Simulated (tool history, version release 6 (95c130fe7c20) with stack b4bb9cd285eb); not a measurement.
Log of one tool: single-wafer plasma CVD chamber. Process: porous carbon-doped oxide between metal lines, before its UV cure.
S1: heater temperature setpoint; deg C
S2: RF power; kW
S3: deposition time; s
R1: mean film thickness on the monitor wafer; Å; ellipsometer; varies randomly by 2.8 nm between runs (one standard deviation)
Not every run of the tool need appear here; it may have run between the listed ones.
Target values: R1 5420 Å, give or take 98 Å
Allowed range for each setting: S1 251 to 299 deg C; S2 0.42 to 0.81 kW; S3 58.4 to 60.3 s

run  hour   S1     S2    S3      R1
  1     0  275  0.615  58.4  4762.7
  2   2.7  275  0.615  58.4  4774.1
  3   6.5  275  0.615  60.3  4872.7
  4   8.2  275  0.615  60.3    4869
  5  16.2  269  0.615  60.3  5095.4
  6  17.8  267  0.615  60.3  5168.9
  7  25.5  266  0.615  60.3  5248.3
  8  27.3  265  0.615  60.3  5274.2
  9  35.5  264  0.615  60.3  5212.5

Which of these 4 next moves meets every target?
  A  43.7  264   0.58    59   ?
  B  43.7  256   0.61  59.4   ?
  C  43.7  264  0.695  58.4   ?
  D  43.7  265  0.655  60.3   ?

move      R1
   A  4877.5
   B  5446.3
   C  5733.9
   D  5567.4
A: moves away from the targets compared with the last run
B: all results land within tolerance of their targets
C: takes the biggest miss from the last run beyond its target
D: takes the biggest miss from the last run beyond its target
So the answer is move B, the one that meets all the targets.
